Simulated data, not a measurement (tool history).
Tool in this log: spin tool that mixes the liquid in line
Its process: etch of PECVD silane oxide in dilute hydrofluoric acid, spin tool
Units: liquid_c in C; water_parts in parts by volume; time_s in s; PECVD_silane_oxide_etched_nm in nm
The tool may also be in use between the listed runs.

| run | hour | liquid_c | water_parts | time_s | PECVD_silane_oxide_etched_nm |
|---|---|---|---|---|---|
| 1 | 0 | 25 | 100 | 35 | 12.066 |
| 2 | 2.5 | 25 | 100 | 20 | 6.9 |
| 3 | 10.5 | 27 | 85 | 20 | 9.0304 |
| 4 | 14.4 | 27 | 85 | 20 | 8.9788 |
| 5 | 15.8 | 27.5 | 70 | 20 | 11.252 |
| 6 | 22.6 | 27.5 | 90 | 20 | 8.5236 |

Run 7, settings as shown, results not yet in. Your forecast:
| 7 | 26.3 | 27.5 | 75 | 20 | ? |

PECVD_silane_oxide_etched_nm: 10.519 nm
